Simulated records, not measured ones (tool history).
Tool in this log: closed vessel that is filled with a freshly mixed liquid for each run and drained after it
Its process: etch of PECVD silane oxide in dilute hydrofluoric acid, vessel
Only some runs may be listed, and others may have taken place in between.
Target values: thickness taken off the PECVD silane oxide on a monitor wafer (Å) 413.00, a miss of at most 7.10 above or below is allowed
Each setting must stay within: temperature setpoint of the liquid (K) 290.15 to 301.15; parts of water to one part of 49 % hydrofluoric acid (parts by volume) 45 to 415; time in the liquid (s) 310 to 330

| run | hour | temperature setpoint of the liquid (K) | parts of water to one part of 49 % hydrofluoric acid (parts by volume) | time in the liquid (s) | thickness taken off the PECVD silane oxide on a monitor wafer (Å) |
|---|---|---|---|---|---|
| 1 | 0.0 | 293.15 | 230 | 310 | 589.95 |
| 2 | 4.4 | 292.15 | 245 | 310 | 524.14 |
| 3 | 12.3 | 291.65 | 255 | 310 | 492.60 |
| 4 | 13.8 | 291.65 | 255 | 330 | 525.28 |
| 5 | 16.3 | 291.65 | 205 | 330 | 675.52 |
| 6 | 17.1 | 291.15 | 230 | 330 | 574.67 |
| 7 | 18.2 | 290.65 | 245 | 330 | 528.77 |
| 8 | 25.4 | 290.65 | 245 | 330 | 522.46 |
| 9 | 29.5 | 290.65 | 260 | 330 | 489.83 |

Which single option among these 5 for the next run brings every result within its allowed miss of target? Just one does.
| A | 33.6 | 291.15 | 295 | 320 | ? |
| B | 33.6 | 290.15 | 275 | 330 | ? |
| C | 33.6 | 293.65 | 300 | 310 | ? |
| D | 33.6 | 291.15 | 295 | 310 | ? |
| E | 33.6 | 293.15 | 325 | 310 | ? |

| move | thickness taken off the PECVD silane oxide on a monitor wafer (Å) |
|---|---|
| A | 412.42 |
| B | 446.83 |
| C | 428.94 |
| D | 399.53 |
| E | 380.31 |
A: every result within its allowed miss
B: an improvement on the last run, though not all results are within tolerance
C: an improvement on the last run, though not all results are within tolerance
D: takes the result that was furthest off past its target
E: takes the result that was furthest off past its target
Move A is the one to make.
